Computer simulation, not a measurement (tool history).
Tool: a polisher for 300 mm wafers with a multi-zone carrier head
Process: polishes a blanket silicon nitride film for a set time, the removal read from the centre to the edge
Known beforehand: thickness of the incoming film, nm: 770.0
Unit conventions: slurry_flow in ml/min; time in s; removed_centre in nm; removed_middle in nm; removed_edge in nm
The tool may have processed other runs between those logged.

| run | hour | slurry_flow | centre_zone | middle_zone | edge_zone | time | removed_centre | removed_middle | removed_edge |
|---|---|---|---|---|---|---|---|---|---|
| 1 | 0 | 150 | 1 | 1 | 1 | 67 | 176.05 | 171.57 | 174.9 |
| 2 | 1.8 | 155 | 1.01 | 1 | 1.02 | 68 | 182.25 | 176.19 | 179.25 |
| 3 | 10.8 | 185 | 1.01 | 1 | 1.02 | 68 | 189.95 | 179.41 | 179.79 |
| 4 | 19.2 | 185 | 1.07 | 1 | 1.02 | 68 | 202.77 | 181.24 | 181.39 |
| 5 | 23.2 | 175 | 1.07 | 1 | 1.03 | 70 | 205.38 | 182.26 | 185.88 |
| 6 | 29.2 | 175 | 1.14 | 1 | 1.03 | 70 | 218.48 | 184.51 | 183.46 |

Run 7, settings as shown, results not yet in. Your forecast:
| 7 | 34.1 | 175 | 1.13 | 1 | 1.04 | 71 | ? | ? | ? |

removed_centre: 220.66 nm
removed_middle: 186.54 nm
removed_edge: 190.34 nm
